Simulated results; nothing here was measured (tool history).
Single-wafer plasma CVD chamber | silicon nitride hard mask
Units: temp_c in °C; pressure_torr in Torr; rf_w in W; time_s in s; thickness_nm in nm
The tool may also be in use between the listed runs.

| run | hour | temp_c | pressure_torr | rf_w | time_s | thickness_nm |
|---|---|---|---|---|---|---|
| 1 | 0.0 | 415 | 1.80 | 280 | 38.8 | 38.202 |
| 2 | 6.8 | 415 | 1.80 | 250 | 38.8 | 34.544 |
| 3 | 13.4 | 415 | 1.97 | 270 | 38.8 | 37.945 |
| 4 | 21.1 | 415 | 1.97 | 270 | 36.8 | 36.083 |
| 5 | 22.1 | 415 | 1.97 | 270 | 38.8 | 37.838 |
| 6 | 27.6 | 415 | 2.12 | 270 | 38.8 | 39.154 |

Run 7 comes next. What will it give?
| 7 | 31.5 | 415 | 2.22 | 280 | 38.8 | ? |

thickness_nm: 40.609 nm
